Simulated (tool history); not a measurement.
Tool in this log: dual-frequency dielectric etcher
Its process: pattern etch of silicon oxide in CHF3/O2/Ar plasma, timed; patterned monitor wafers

run  hour  source power (W)  bias power (W)  etch time (s)  mean etch depth across the wafer (angstrom)
  1     0               510             198            405                                       7761.2
  2   7.7               560             201            405                                       7993.7
  3  12.5               560             201          372.5                                       7402.4
  4  16.9               490             201          372.5                                       7018.1
  5  19.6               570             201          372.5                                       7470.7
  6  28.2               570             226          372.5                                         7745
  7    36               570             226          372.5                                       7770.8
  8  40.3               610             233          373.5                                       8083.4
  9  43.4               640             237            374                                       8254.7
 10  50.9               660             241          374.5                                       8417.8

What does the tool deliver on the next run?
 11  58.6               680             243            375                                            ?

mean etch depth across the wafer (angstrom): 8563.1
